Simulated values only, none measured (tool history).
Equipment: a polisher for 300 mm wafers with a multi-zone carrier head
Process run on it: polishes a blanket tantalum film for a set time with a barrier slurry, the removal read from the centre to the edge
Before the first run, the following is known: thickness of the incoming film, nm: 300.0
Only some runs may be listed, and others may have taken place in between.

run  hour  flow of slurry (ml/min)  pressure of the head's centre zone  pressure of the head's middle zone  pressure of the head's edge zone  abrasive content of the slurry  polishing time (s)  film removed at the wafer's centre (Å)  film removed at mid-radius (Å)  film removed at the wafer's edge (Å)
  1     0                      270                                   1                                   1                                 1                               1                  64                                  1123.3                          1092.7                                1107.9
  2   2.3                      305                                   1                                   1                                 1                               1                  64                                  1155.6                            1117                                  1125
  3   3.6                      305                                   1                                1.03                                 1                               1                  64                                    1146                            1147                                1134.1
  4   6.2                      305                                   1                                1.03                                 1                               1                  73                                  1329.5                          1302.2                                1302.3
  5   9.7                      305                                   1                                1.03                                 1                             1.2                  73                                  1385.2                          1331.7                                1372.9
  6    17                      305                                1.05                                1.03                                 1                             1.2                  73                                  1468.8                          1357.8                                1358.4
  7  17.9                      280                                1.04                                0.96                              1.02                               1                  60                                    1097                          995.39                                1064.3
  8  23.1                      260                                1.04                                0.91                              1.01                            0.85                  51                                  864.16                          760.52                                836.76
  9  27.8                      215                                1.01                                0.81                              0.91                             0.6                  41                                  552.14                          446.52                                516.43
 10  28.8                      250                                1.01                                0.82                              0.93                             0.6                  41                                  568.67                          449.83                                536.86
 11  37.4                      265                                1.01                                0.85                              0.94                             0.6                  41                                  566.32                          485.32                                544.37
 12  39.1                      265                                1.02                                0.85                              0.96                             0.6                  41                                  568.03                          484.03                                541.92

Expected results for the next run?
 13  41.2                      265                                1.03                                0.85                              0.99                             0.6                  41                                       ?                               ?                                     ?

Run 13 yielded film removed at the wafer's centre (Å) 578.01, film removed at mid-radius (Å) 481.55, film removed at the wafer's edge (Å) 552.05.

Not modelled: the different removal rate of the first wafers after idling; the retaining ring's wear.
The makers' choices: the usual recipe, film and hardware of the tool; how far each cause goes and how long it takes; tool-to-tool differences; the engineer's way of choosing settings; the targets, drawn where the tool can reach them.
